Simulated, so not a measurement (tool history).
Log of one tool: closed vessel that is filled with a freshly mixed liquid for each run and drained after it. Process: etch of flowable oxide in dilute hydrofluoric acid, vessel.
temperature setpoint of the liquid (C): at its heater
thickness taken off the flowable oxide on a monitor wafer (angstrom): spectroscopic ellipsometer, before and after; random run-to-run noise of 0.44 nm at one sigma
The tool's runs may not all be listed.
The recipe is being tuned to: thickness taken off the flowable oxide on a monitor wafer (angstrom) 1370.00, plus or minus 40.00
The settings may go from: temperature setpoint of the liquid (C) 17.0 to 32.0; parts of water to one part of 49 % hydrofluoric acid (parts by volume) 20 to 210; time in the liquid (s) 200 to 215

run  hour  temperature setpoint of the liquid (C)  parts of water to one part of 49 % hydrofluoric acid (parts by volume)  time in the liquid (s)  thickness taken off the flowable oxide on a monitor wafer (angstrom)
  1   0.0                                    24.0                                                                     115                     200                                                                822.54
  2   7.2                                    25.0                                                                     110                     200                                                                902.56
  3  15.4                                    26.0                                                                     105                     200                                                                983.75
  4  18.1                                    27.0                                                                     105                     200                                                               1021.20
  5  19.4                                    28.0                                                                     105                     200                                                               1065.30
  6  23.0                                    28.0                                                                     105                     200                                                               1060.40
  7  31.3                                    28.5                                                                     105                     200                                                               1082.70
  8  37.3                                    29.0                                                                     105                     200                                                               1104.70
  9  41.3                                    29.5                                                                     105                     200                                                               1128.20
 10  44.0                                    30.0                                                                     105                     200                                                               1148.00
 11  49.5                                    32.0                                                                      90                     200                                                               1474.30
 12  57.2                                    32.0                                                                      90                     200                                                               1482.30
 13  64.1                                    31.5                                                                      90                     200                                                               1450.00

Exercise: of the 5 proposed moves below, exactly one satisfies all targets within the stated allowed misses. Which move is it?
  A  71.0                                    32.0                                                                      95                     215                                                                     ?
  B  71.0                                    29.5                                                                      85                     200                                                                     ?
  C  71.0                                    28.0                                                                      80                     215                                                                     ?
  D  71.0                                    32.0                                                                     100                     210                                                                     ?
  E  71.0                                    32.0                                                                     105                     210                                                                     ?

move  thickness taken off the flowable oxide on a monitor wafer (angstrom)
   A                                                               1494.40
   B                                                               1435.20
   C                                                               1558.30
   D                                                               1376.40
   E                                                               1301.20
A: its largest miss is bigger than the last run's
B: better than the last run, though not everything is in spec
C: its largest miss is bigger than the last run's
D: all results in spec
E: moves the result that the last run missed by most past its target, out the other side
So the answer is move D, the one that meets all the targets.
